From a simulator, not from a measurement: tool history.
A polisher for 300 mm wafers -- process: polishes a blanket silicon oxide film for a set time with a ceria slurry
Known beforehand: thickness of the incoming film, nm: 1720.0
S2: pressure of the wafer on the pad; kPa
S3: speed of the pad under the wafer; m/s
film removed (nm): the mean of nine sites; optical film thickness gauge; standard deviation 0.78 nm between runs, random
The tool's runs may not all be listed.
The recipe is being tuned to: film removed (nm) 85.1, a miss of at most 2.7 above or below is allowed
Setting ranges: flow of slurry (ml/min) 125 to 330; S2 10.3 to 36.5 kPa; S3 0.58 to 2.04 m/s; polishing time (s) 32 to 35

{"run": 1, "hour": 0.0, "flow of slurry (ml/min)": 210, "S2": 23.4, "S3": 1.3, "polishing time (s)": 35, "film removed (nm)": 196.24}
{"run": 2, "hour": 4.1, "flow of slurry (ml/min)": 210, "S2": 29.6, "S3": 1.3, "polishing time (s)": 35, "film removed (nm)": 241.42}
{"run": 3, "hour": 5.6, "flow of slurry (ml/min)": 205, "S2": 24.1, "S3": 1.18, "polishing time (s)": 35, "film removed (nm)": 179.98}
{"run": 4, "hour": 9.1, "flow of slurry (ml/min)": 175, "S2": 24.1, "S3": 1.18, "polishing time (s)": 35, "film removed (nm)": 176.64}
{"run": 5, "hour": 15.8, "flow of slurry (ml/min)": 175, "S2": 24.1, "S3": 1.18, "polishing time (s)": 32, "film removed (nm)": 165.84}
{"run": 6, "hour": 22.1, "flow of slurry (ml/min)": 170, "S2": 20.7, "S3": 1.12, "polishing time (s)": 32, "film removed (nm)": 134.16}
{"run": 7, "hour": 22.8, "flow of slurry (ml/min)": 160, "S2": 13.8, "S3": 1.1, "polishing time (s)": 32, "film removed (nm)": 95.547}
{"run": 8, "hour": 26.6, "flow of slurry (ml/min)": 155, "S2": 11, "S3": 1.1, "polishing time (s)": 32, "film removed (nm)": 80.615}
{"run": 9, "hour": 29.3, "flow of slurry (ml/min)": 160, "S2": 11, "S3": 1.1, "polishing time (s)": 32, "film removed (nm)": 81.259}
{"run": 10, "hour": 36.6, "flow of slurry (ml/min)": 175, "S2": 12.4, "S3": 1.1, "polishing time (s)": 32, "film removed (nm)": 89.604}
{"run": 11, "hour": 42.8, "flow of slurry (ml/min)": 170, "S2": 12.4, "S3": 1.1, "polishing time (s)": 32, "film removed (nm)": 89.83}
{"run": 12, "hour": 48.7, "flow of slurry (ml/min)": 165, "S2": 12.4, "S3": 1.1, "polishing time (s)": 32, "film removed (nm)": 88.086}
{"run": 13, "hour": 57.4, "flow of slurry (ml/min)": 160, "S2": 12.4, "S3": 1.1, "polishing time (s)": 32, "film removed (nm)": 88.247}

Exactly one of the 4 candidate moves below puts every result within its allowed miss. Which one?
{"run": "A", "hour": 66.1, "flow of slurry (ml/min)": 155, "S2": 12.4, "S3": 1.16, "polishing time (s)": 33, "film removed (nm)": "?"}
{"run": "B", "hour": 66.1, "flow of slurry (ml/min)": 130, "S2": 14.5, "S3": 1.06, "polishing time (s)": 32, "film removed (nm)": "?"}
{"run": "C", "hour": 66.1, "flow of slurry (ml/min)": 155, "S2": 11, "S3": 1.18, "polishing time (s)": 35, "film removed (nm)": "?"}
{"run": "D", "hour": 66.1, "flow of slurry (ml/min)": 130, "S2": 14.5, "S3": 0.98, "polishing time (s)": 32, "film removed (nm)": "?"}

move=A film_removed_(nm)=94.443
move=B film_removed_(nm)=91.372
move=C film_removed_(nm)=93.261
move=D film_removed_(nm)=85.172
A: further off than the last run
B: further off than the last run
C: further off than the last run
D: every result lands within tolerance
Answer: D
